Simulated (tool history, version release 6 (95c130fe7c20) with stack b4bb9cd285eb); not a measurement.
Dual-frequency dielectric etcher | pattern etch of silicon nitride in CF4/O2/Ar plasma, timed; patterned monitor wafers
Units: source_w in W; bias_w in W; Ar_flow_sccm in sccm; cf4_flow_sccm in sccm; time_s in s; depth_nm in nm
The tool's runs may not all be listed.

run,day,source_w,bias_w,Ar_flow_sccm,cf4_flow_sccm,time_s,depth_nm
1,0.000,510,66,96,120,206,508.23
2,0.267,560,67,96,120,206,562.03
3,0.412,590,67,96,120,206,590.92
4,0.479,590,58,96,120,206,569.92
5,0.783,590,58,81,120,206,581.11
6,1.004,590,58,81,120,215,600.57
7,1.092,610,58,81,120,215,616.26
8,1.362,630,58,81,120,215,641.57
9,1.438,640,58,81,120,215,652.81

Forecast run 10:
10,1.608,650,58,81,120,215,?

{"run 10": {"depth_nm": 655.38}}
